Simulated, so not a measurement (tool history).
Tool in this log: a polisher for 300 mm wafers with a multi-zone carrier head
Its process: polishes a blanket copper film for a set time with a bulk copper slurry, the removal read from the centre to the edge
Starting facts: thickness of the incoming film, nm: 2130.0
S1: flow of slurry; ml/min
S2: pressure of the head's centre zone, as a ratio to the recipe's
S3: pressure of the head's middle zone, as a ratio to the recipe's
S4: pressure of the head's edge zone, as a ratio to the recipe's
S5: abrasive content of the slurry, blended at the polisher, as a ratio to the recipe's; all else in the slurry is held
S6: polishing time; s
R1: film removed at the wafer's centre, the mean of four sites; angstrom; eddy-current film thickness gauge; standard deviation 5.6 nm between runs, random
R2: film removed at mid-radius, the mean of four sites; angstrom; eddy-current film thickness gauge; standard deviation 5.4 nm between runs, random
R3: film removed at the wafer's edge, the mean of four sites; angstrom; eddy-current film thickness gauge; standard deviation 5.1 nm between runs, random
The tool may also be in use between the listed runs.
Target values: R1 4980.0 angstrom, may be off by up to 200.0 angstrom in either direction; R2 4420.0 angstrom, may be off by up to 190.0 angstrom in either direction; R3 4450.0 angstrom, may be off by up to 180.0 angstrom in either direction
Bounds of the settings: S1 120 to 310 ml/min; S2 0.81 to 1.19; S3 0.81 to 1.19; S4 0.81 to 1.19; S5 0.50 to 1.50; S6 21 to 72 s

Run 1, hour 0.0: S1 200 ml/min, S2 1.00, S3 1.00, S4 1.00, S5 1.00, S6 46 s. Result: R1 5129.1 angstrom, R2 5639.2 angstrom, R3 5506.7 angstrom.
Run 2, hour 6.7: S1 200 ml/min, S2 1.02, S3 0.98, S4 0.98, S5 0.95, S6 46 s. Result: R1 5156.6 angstrom, R2 5349.9 angstrom, R3 5464.8 angstrom.
Run 3, hour 8.8: S1 200 ml/min, S2 1.02, S3 0.98, S4 0.98, S5 0.95, S6 54 s. Result: R1 6020.0 angstrom, R2 6356.3 angstrom, R3 6502.3 angstrom.
Run 4, hour 14.5: S1 205 ml/min, S2 1.04, S3 0.98, S4 0.96, S5 0.90, S6 52 s. Result: R1 5943.4 angstrom, R2 6045.4 angstrom, R3 6169.7 angstrom.
Run 5, hour 22.5: S1 205 ml/min, S2 1.04, S3 0.98, S4 0.96, S5 1.10, S6 52 s. Result: R1 6025.4 angstrom, R2 6419.5 angstrom, R3 6374.7 angstrom.
Run 6, hour 29.0: S1 205 ml/min, S2 1.04, S3 0.98, S4 0.96, S5 0.95, S6 52 s. Result: R1 5990.0 angstrom, R2 6229.7 angstrom, R3 6169.9 angstrom.
Run 7, hour 34.2: S1 210 ml/min, S2 1.05, S3 0.97, S4 0.95, S5 0.90, S6 50 s. Result: R1 5716.0 angstrom, R2 5734.2 angstrom, R3 5971.9 angstrom.
Run 8, hour 41.2: S1 200 ml/min, S2 1.07, S3 0.98, S4 0.93, S5 0.85, S6 49 s. Result: R1 5513.5 angstrom, R2 5730.3 angstrom, R3 5594.7 angstrom.

4 next moves are on the table. One of them brings every result within its allowed miss. Which?
Run A, hour 48.2: S1 245 ml/min, S2 0.96, S3 0.98, S4 0.89, S5 1.00, S6 41 s. Result: R1 ?, R2 ?, R3 ?.
Run B, hour 48.2: S1 245 ml/min, S2 1.04, S3 1.04, S4 0.89, S5 0.85, S6 39 s. Result: R1 ?, R2 ?, R3 ?.
Run C, hour 48.2: S1 175 ml/min, S2 1.02, S3 0.94, S4 0.98, S5 0.90, S6 41 s. Result: R1 ?, R2 ?, R3 ?.
Run D, hour 48.2: S1 260 ml/min, S2 1.19, S3 0.94, S4 0.90, S5 0.80, S6 39 s. Result: R1 ?, R2 ?, R3 ?.

move      R1      R2      R3
   A  4644.5  5067.4  4934.0
   B  4515.0  4901.9  4536.5
   C  4470.4  4546.6  4829.4
   D  4939.9  4477.0  4531.5
A: moves toward the targets from the last run without getting all of them in spec
B: moves toward the targets from the last run without getting all of them in spec
C: corrects the largest miss of the last run, while another result sits out of spec
D: hits every target within its allowed miss
The move that meets every target is D.

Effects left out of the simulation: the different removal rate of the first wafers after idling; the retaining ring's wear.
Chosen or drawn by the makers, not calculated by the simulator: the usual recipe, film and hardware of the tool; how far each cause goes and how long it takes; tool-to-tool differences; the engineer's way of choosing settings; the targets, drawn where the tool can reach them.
